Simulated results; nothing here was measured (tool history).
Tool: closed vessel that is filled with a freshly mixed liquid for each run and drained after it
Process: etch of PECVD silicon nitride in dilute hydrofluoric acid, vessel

run	hour	temperature setpoint of the liquid (°C)	parts of water to one part of 49 % hydrofluoric acid (parts by volume)	time in the liquid (s)	thickness taken off the PECVD silicon nitride on a monitor wafer (angstrom)
1	0	21	85	715	173.99
2	0.6	23	85	715	204.52
3	9.4	23.5	85	715	213.19
4	13.6	24	85	715	216.25
5	19.5	24	85	510	154.47
6	26	24.5	80	510	169.72
7	29.3	25	75	525	192.34

What does the tool deliver on the next run?
8	32.3	25.5	70	525	?

Run 8 measured thickness taken off the PECVD silicon nitride on a monitor wafer (angstrom) 211.43.
